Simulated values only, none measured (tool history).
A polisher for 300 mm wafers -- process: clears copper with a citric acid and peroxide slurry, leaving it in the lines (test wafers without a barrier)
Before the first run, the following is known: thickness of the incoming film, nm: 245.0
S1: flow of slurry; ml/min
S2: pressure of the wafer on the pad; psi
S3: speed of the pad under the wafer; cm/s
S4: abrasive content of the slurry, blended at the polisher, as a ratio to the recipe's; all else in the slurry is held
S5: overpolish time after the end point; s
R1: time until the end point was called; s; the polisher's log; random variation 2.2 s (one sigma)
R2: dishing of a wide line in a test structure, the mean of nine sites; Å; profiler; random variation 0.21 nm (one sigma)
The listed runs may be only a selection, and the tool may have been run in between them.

| run | day | S1 | S2 | S3 | S4 | S5 | R1 | R2 |
|---|---|---|---|---|---|---|---|---|
| 1 | 0 | 160 | 2.2 | 102 | 1 | 13 | 145.13 | 152.92 |
| 2 | 0.075 | 160 | 2 | 102 | 1 | 12 | 151.97 | 133.43 |
| 3 | 0.446 | 175 | 2 | 102 | 1 | 12 | 151.57 | 133.25 |
| 4 | 0.688 | 205 | 2 | 102 | 1 | 12 | 149.71 | 141.95 |
| 5 | 0.808 | 205 | 1.6 | 102 | 1 | 12 | 166.94 | 127.06 |
| 6 | 0.896 | 205 | 1.6 | 102 | 1.1 | 12 | 163.25 | 130.13 |
| 7 | 1.246 | 200 | 1.5 | 100 | 1.1 | 12 | 172.75 | 118.82 |
| 8 | 1.533 | 195 | 1.4 | 100 | 1.1 | 12 | 180.33 | 114.99 |

Run 9 comes next. What will it give?
| 9 | 1.712 | 190 | 1.3 | 100 | 1.1 | 12 | ? | ? |

{"run 9": {"R1": 191.36, "R2": 115.11}}

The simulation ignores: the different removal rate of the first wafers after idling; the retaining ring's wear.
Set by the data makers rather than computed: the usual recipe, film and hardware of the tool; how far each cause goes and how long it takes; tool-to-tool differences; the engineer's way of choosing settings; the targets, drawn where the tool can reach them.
